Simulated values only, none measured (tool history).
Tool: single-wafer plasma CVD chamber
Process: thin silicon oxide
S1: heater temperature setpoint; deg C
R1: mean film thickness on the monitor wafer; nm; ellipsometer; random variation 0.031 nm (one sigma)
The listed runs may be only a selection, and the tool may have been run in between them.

run 1 day=0.000 | S1=385 chamber_pressure_(Torr)=0.953 RF_power_(W)=290 deposition_time_(s)=4.12 | R1=7.9806
run 2 day=0.133 | S1=385 chamber_pressure_(Torr)=1.062 RF_power_(W)=290 deposition_time_(s)=4.12 | R1=8.5683
run 3 day=0.271 | S1=385 chamber_pressure_(Torr)=0.951 RF_power_(W)=290 deposition_time_(s)=4.12 | R1=8.0178
run 4 day=0.504 | S1=385 chamber_pressure_(Torr)=0.861 RF_power_(W)=290 deposition_time_(s)=4.12 | R1=7.3621
run 5 day=0.592 | S1=380 chamber_pressure_(Torr)=0.861 RF_power_(W)=290 deposition_time_(s)=4.12 | R1=7.4352
run 6 day=0.867 | S1=380 chamber_pressure_(Torr)=0.810 RF_power_(W)=290 deposition_time_(s)=4.12 | R1=7.0222

The next listed run, before its measurement:
run 7 day=1.046 | S1=380 chamber_pressure_(Torr)=0.782 RF_power_(W)=290 deposition_time_(s)=4.12 | R1=?

{"run 7": {"R1": 6.8162}}

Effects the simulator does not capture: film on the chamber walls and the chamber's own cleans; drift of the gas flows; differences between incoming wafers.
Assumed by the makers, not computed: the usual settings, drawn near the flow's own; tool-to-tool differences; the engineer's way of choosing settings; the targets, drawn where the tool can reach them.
